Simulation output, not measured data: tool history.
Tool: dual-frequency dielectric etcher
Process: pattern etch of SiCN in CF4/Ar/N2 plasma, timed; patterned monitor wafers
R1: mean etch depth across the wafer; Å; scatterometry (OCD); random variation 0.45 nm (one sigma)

run 1 hour=0 | source_power_(W)=420 bias_power_(W)=52 Ar_flow_(sccm)=125 CF4_flow_(sccm)=47 etch_time_(s)=164.5 | R1=1034.5
run 2 hour=8.2 | source_power_(W)=420 bias_power_(W)=47 Ar_flow_(sccm)=125 CF4_flow_(sccm)=47 etch_time_(s)=164.5 | R1=978.39
run 3 hour=15 | source_power_(W)=390 bias_power_(W)=47 Ar_flow_(sccm)=125 CF4_flow_(sccm)=47 etch_time_(s)=164.5 | R1=934.97
run 4 hour=17.2 | source_power_(W)=380 bias_power_(W)=47 Ar_flow_(sccm)=125 CF4_flow_(sccm)=47 etch_time_(s)=164.5 | R1=919.95
run 5 hour=20 | source_power_(W)=380 bias_power_(W)=47 Ar_flow_(sccm)=116 CF4_flow_(sccm)=47 etch_time_(s)=164.5 | R1=943.6
run 6 hour=21.7 | source_power_(W)=380 bias_power_(W)=47 Ar_flow_(sccm)=94 CF4_flow_(sccm)=47 etch_time_(s)=164.5 | R1=984.59
run 7 hour=25.3 | source_power_(W)=370 bias_power_(W)=47 Ar_flow_(sccm)=94 CF4_flow_(sccm)=47 etch_time_(s)=164.5 | R1=980.6
run 8 hour=30.8 | source_power_(W)=360 bias_power_(W)=47 Ar_flow_(sccm)=94 CF4_flow_(sccm)=47 etch_time_(s)=164.5 | R1=952.43
run 9 hour=33.1 | source_power_(W)=340 bias_power_(W)=47 Ar_flow_(sccm)=94 CF4_flow_(sccm)=47 etch_time_(s)=164.5 | R1=927.8
-- hour=40.5 wet clean of the chamber
run 10 hour=40.5 | source_power_(W)=330 bias_power_(W)=47 Ar_flow_(sccm)=94 CF4_flow_(sccm)=47 etch_time_(s)=164.5 | R1=955.16
run 11 hour=44.6 | source_power_(W)=320 bias_power_(W)=47 Ar_flow_(sccm)=94 CF4_flow_(sccm)=47 etch_time_(s)=164.5 | R1=945.77

The next listed run, before its measurement:
run 12 hour=52.1 | source_power_(W)=310 bias_power_(W)=47 Ar_flow_(sccm)=94 CF4_flow_(sccm)=47 etch_time_(s)=164.5 | R1=?

R1: 931.91 Å
